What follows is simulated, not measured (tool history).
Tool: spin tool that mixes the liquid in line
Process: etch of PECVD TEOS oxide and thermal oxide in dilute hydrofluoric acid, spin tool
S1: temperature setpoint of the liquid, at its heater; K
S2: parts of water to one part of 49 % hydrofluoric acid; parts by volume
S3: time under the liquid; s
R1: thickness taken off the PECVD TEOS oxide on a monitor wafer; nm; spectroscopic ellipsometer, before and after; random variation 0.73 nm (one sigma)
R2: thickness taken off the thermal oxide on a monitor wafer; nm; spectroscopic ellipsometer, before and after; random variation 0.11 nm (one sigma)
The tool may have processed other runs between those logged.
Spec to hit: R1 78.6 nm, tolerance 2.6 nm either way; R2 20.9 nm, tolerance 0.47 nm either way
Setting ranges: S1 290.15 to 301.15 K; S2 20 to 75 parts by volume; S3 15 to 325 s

run  hour      S1  S2   S3      R1      R2
  1     0  293.15  45  165   53.98  14.541
  2   4.9  293.15  55  165  44.375  11.689
  3   6.7  290.15  55  165  39.204  10.303
  4  15.5  291.65  55  165  41.901   10.96
  5    20  290.15  55  165  38.817  10.323
  6    28  290.15  65  165  32.276  8.5284
  7  30.1  294.15  50  165   50.36  13.595
  8  35.8  298.15  40  165   77.01  20.222

Exercise: of the 4 proposed moves below, exactly one satisfies all targets within the stated allowed misses. Which move is it?
  A  41.5  301.15  65  245   ?   ?
  B  41.5  298.65  45  190   ?   ?
  C  41.5  290.65  30  160   ?   ?
  D  41.5  301.15  40  145   ?   ?

move      R1      R2
   A  76.769  20.214
   B  80.016  21.069
   C  73.386  19.323
   D  76.572  20.162
A: neither nearer nor further off than the last run
B: all results in spec
C: lands further from the targets than the last run did
D: lands further from the targets than the last run did
Correct choice: B, which meets every target
